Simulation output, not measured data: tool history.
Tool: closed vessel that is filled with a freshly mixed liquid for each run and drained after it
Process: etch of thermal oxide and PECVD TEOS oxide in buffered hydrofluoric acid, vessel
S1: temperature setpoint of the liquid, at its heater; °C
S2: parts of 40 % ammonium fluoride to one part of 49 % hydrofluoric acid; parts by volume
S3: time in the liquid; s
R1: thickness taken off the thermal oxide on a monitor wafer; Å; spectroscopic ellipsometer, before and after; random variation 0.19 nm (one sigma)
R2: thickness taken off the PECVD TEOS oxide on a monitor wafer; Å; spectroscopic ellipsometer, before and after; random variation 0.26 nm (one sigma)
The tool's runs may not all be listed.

run	day	S1	S2	S3	R1	R2
1	0.000	23.0	15.0	65	410.41	541.98
2	0.171	21.5	16.5	65	340.03	453.80
3	0.208	19.5	16.5	65	305.48	410.02
4	0.542	22.5	16.5	65	358.86	487.90
5	0.638	20.5	16.5	65	320.67	424.24
6	0.854	19.5	17.5	65	280.04	389.90

Run 7 comes next. What will it give?
7	0.904	19.0	18.0	60	?	?

Run 7 gave R1 250.82 Å, R2 332.70 Å.
